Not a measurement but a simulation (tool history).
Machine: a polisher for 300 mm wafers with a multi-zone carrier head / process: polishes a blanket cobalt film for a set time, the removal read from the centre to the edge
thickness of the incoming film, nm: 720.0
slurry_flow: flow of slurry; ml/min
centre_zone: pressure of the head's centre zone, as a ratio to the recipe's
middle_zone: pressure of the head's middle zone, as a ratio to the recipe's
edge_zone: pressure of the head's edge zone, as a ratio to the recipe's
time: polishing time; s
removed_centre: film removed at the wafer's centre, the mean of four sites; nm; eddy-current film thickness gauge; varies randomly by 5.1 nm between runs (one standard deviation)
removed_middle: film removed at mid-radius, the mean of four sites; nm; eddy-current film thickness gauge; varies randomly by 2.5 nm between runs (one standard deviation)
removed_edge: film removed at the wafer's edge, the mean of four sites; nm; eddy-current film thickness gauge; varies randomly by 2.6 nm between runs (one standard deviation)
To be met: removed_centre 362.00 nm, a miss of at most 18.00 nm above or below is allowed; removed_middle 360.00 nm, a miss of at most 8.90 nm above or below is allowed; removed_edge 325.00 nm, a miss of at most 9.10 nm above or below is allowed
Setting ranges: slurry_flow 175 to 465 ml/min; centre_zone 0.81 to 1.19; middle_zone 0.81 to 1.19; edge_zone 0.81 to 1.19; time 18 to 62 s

run    day  slurry_flow  centre_zone  middle_zone  edge_zone  time  removed_centre  removed_middle  removed_edge
  1  0.000          295         1.00         1.00       1.00    40          278.52          282.21        282.95
  2  0.354          345         1.00         1.00       1.00    40          282.08          284.82        283.80
  3  0.625          345         1.04         1.04       1.03    41          306.83          300.29        294.76
  4  0.792          345         0.98         1.04       1.03    41          286.69          304.06        293.71
  5  1.104          350         1.01         1.08       1.05    42          293.97          319.34        302.62
  6  1.242          360         1.05         1.10       1.05    43          319.72          335.35        308.78
  7  1.283          365         1.07         1.11       1.06    43          331.21          336.37        312.63
  8  1.396          370         1.08         1.12       1.07    43          333.80          336.67        310.71
  9  1.458          370         1.08         1.12       1.07    43          331.77          338.42        312.98
 10  1.654          375         1.09         1.13       1.08    43          325.07          340.24        310.21
 11  1.721          375         1.10         1.13       1.08    44          345.19          347.26        324.05
 12  2.071          375         1.10         1.13       1.08    44          346.20          352.30        325.25

Exercise: of the 5 proposed moves below, exactly one satisfies all targets within the stated allowed misses. Which move is it?
  A  2.421          375         1.11         1.13       1.09    43               ?               ?             ?
  B  2.421          355         0.99         1.14       1.14    45               ?               ?             ?
  C  2.421          390         1.12         1.15       1.04    45               ?               ?             ?
  D  2.421          395         1.14         1.06       1.01    45               ?               ?             ?
  E  2.421          365         1.14         1.06       1.08    45               ?               ?             ?

move  removed_centre  removed_middle  removed_edge
   A          340.59          339.47        319.41
   B          316.34          356.82        339.36
   C          360.75          361.61        328.72
   D          367.34          337.48        325.64
   E          365.21          335.67        332.88
A: moves away from the targets compared with the last run
B: moves away from the targets compared with the last run
C: hits every target within its allowed miss
D: brings the result that was furthest off to its target, and leaves another outside
E: brings the result that was furthest off to its target, and leaves another outside
C is the move that brings every result within its allowed miss.

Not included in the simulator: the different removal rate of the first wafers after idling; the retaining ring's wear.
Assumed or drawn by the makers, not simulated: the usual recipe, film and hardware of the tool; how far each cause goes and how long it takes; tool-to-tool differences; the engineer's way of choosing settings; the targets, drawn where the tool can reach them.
